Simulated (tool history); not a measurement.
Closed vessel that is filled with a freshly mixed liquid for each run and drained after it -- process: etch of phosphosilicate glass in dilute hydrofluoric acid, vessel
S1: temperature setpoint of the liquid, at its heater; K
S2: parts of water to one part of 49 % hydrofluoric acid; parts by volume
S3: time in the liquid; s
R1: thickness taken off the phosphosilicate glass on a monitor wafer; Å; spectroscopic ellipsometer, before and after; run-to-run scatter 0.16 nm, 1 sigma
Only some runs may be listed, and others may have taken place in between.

run 1 hour=0.0 | S1=298.15 S2=295 S3=30 | R1=113.93
run 2 hour=1.0 | S1=298.15 S2=220 S3=30 | R1=163.83
run 3 hour=3.9 | S1=298.15 S2=110 S3=30 | R1=377.15
run 4 hour=11.8 | S1=297.15 S2=115 S3=30 | R1=335.63
run 5 hour=14.8 | S1=293.65 S2=115 S3=30 | R1=298.68
run 6 hour=23.0 | S1=293.15 S2=120 S3=30 | R1=276.15
run 7 hour=26.9 | S1=292.65 S2=125 S3=30 | R1=261.47
run 8 hour=33.6 | S1=292.15 S2=125 S3=30 | R1=253.81
run 9 hour=42.0 | S1=291.65 S2=125 S3=30 | R1=249.41

Forecast run 10:
run 10 hour=48.0 | S1=290.65 S2=130 S3=30 | R1=?

{"run 10": {"R1": 227.76}}
